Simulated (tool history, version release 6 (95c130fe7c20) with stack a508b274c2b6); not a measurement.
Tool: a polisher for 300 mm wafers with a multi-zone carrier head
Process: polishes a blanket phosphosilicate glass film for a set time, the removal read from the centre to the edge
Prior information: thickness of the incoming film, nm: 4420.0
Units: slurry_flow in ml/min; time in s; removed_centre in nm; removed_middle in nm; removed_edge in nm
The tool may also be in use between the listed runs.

run	hour	slurry_flow	centre_zone	middle_zone	edge_zone	slurry_solids	time	removed_centre	removed_middle	removed_edge
1	0	250	1	1	1	1	39	304.24	301.19	294.02
2	7.4	250	1	1	1	1.1	39	313.49	312.84	310.33
3	13.5	250	1	1	1	1.1	30	244.63	244.06	237.87
4	14.2	250	1	1	0.93	1.1	30	249.16	249.26	234.6
5	15.5	295	1	1	0.93	1.1	30	249.57	247.44	233.33
6	20.5	295	1	1	0.93	1.1	26	214.97	213.86	201.53
7	27.3	285	1.01	1.04	0.95	1.25	32	289.24	286.87	270.53
8	33.2	280	1.01	1.08	0.96	1.35	36	331.07	351.35	311.85
9	36.8	275	1.03	1.1	1	1.4	39	370.86	386.61	350.48
10	39	270	1.04	1.11	1.01	1.45	42	412.33	425.02	386.72
11	45.1	280	1.05	1.13	1.03	1.45	43	422.07	450.09	400.96

Forecast run 12:
12	50.4	310	1.15	1.15	1.13	1.5	45	?	?	?

removed_centre: 500.84 nm
removed_middle: 487.35 nm
removed_edge: 438.35 nm
